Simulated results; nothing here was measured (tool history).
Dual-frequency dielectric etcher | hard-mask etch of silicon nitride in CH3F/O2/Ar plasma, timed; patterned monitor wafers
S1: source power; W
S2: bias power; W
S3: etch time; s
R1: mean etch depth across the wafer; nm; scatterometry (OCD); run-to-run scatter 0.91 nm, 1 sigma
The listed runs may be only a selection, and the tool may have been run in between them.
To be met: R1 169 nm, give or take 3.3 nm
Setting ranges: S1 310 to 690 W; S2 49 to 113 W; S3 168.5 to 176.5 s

Run 1, hour 0: S1 500 W, S2 81 W, S3 168.5 s. Result: R1 135.84 nm.
Run 2, hour 6: S1 530 W, S2 84 W, S3 169 s. Result: R1 141.5 nm.
Run 3, hour 14.4: S1 460 W, S2 84 W, S3 169 s. Result: R1 129.96 nm.
Run 4, hour 22.1: S1 460 W, S2 94 W, S3 169 s. Result: R1 136.4 nm.
Run 5, hour 25: S1 490 W, S2 94 W, S3 169 s. Result: R1 141.96 nm.
Run 6, hour 33.5: S1 490 W, S2 81 W, S3 169 s. Result: R1 133.77 nm.
Run 7, hour 40.1: S1 520 W, S2 82 W, S3 169 s. Result: R1 138.44 nm.
Run 8, hour 45.6: S1 550 W, S2 83 W, S3 169 s. Result: R1 144.3 nm.
Run 9, hour 46.8: S1 570 W, S2 84 W, S3 169 s. Result: R1 146.68 nm.
Run 10, hour 50.1: S1 590 W, S2 85 W, S3 169 s. Result: R1 149.54 nm.
Run 11, hour 53.3: S1 610 W, S2 87 W, S3 169 s. Result: R1 154.7 nm.
At hour 54.5: source power generator calibrated.
Run 12, hour 54.5: S1 620 W, S2 88 W, S3 169 s. Result: R1 154.88 nm.

Which of these 4 next moves meets every target?
Run A, hour 55.7: S1 610 W, S2 100 W, S3 172.5 s. Result: R1 ?.
Run B, hour 55.7: S1 590 W, S2 89 W, S3 176.5 s. Result: R1 ?.
Run C, hour 55.7: S1 580 W, S2 97 W, S3 176.5 s. Result: R1 ?.
Run D, hour 55.7: S1 690 W, S2 88 W, S3 176.5 s. Result: R1 ?.

move      R1
   A  161.68
   B   156.1
   C  159.61
   D  167.82
A: closes in on the targets versus the last run, not all within tolerance yet
B: closes in on the targets versus the last run, not all within tolerance yet
C: closes in on the targets versus the last run, not all within tolerance yet
D: all results in spec
D is the move that brings every result within its allowed miss.

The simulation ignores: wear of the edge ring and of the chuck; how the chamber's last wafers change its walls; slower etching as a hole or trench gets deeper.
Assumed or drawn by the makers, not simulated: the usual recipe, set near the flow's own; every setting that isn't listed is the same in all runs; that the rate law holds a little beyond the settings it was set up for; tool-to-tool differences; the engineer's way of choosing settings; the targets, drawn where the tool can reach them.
